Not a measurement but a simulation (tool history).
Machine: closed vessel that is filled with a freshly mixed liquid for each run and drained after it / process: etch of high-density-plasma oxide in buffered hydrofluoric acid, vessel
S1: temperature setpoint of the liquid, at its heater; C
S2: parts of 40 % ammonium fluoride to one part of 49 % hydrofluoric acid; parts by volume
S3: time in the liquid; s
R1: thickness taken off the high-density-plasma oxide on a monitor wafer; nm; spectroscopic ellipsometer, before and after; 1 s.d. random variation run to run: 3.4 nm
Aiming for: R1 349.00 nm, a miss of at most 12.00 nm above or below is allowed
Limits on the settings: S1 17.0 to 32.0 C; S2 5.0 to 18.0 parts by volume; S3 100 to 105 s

run,hour,S1,S2,S3,R1
1,0.0,24.0,11.0,100,226.89
2,5.2,25.5,11.0,100,244.72
3,11.7,25.5,11.0,105,260.03
4,16.3,24.5,11.0,105,246.03
5,20.1,24.5,11.0,100,236.98
6,24.6,24.5,13.0,100,195.18
7,31.3,25.5,12.5,100,216.74
8,39.6,26.5,12.0,100,236.85
9,41.0,27.5,11.5,100,263.11
10,49.0,28.5,11.5,100,280.51
11,50.4,29.0,11.5,100,283.79
12,57.0,29.0,11.5,100,284.03
13,64.1,29.5,11.5,100,289.74
14,70.0,32.0,10.5,100,361.61

4 next moves are on the table. One of them brings every result within its allowed miss. Which?
A,75.9,31.5,9.0,100,?
B,75.9,27.0,8.0,100,?
C,75.9,32.0,9.5,100,?
D,75.9,32.0,12.0,100,?

move,R1
A,395.52
B,355.11
C,392.33
D,318.19
A: further off than the last run
B: each result inside its tolerance
C: further off than the last run
D: takes the biggest miss from the last run beyond its target
Go with B: it meets all targets.
